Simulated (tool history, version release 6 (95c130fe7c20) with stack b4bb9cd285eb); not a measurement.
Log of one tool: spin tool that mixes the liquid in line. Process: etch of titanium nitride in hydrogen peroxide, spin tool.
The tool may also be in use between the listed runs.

run	hour	temperature setpoint of the liquid (°C)	concentration of hydrogen peroxide in the mixed liquid (% by weight)	time under the liquid (s)	thickness taken off the titanium nitride on a monitor wafer (nm)
1	0.0	47.0	21.5	110	6.6859
2	6.4	47.0	24.0	110	6.8008
3	14.6	45.5	24.0	110	6.0629
4	16.8	45.5	25.5	110	6.2035
5	22.1	44.0	25.5	110	5.5562
6	27.6	44.0	25.5	110	5.5668
7	28.7	43.0	25.5	110	5.1557
8	34.1	42.0	25.5	110	4.7669
9	40.5	41.0	25.5	110	4.4382
10	42.0	40.5	25.5	110	4.2132
11	47.4	40.0	25.5	110	4.1153
12	51.2	39.5	25.5	110	3.9758
13	56.8	39.0	25.5	110	3.7994
14	65.2	38.5	25.5	110	3.6542
15	73.6	34.5	25.5	110	2.6320

Run 16 comes next. What will it give?
16	80.1	35.0	25.5	110	?

Run 16 gave thickness taken off the titanium nitride on a monitor wafer (nm) 2.7613.

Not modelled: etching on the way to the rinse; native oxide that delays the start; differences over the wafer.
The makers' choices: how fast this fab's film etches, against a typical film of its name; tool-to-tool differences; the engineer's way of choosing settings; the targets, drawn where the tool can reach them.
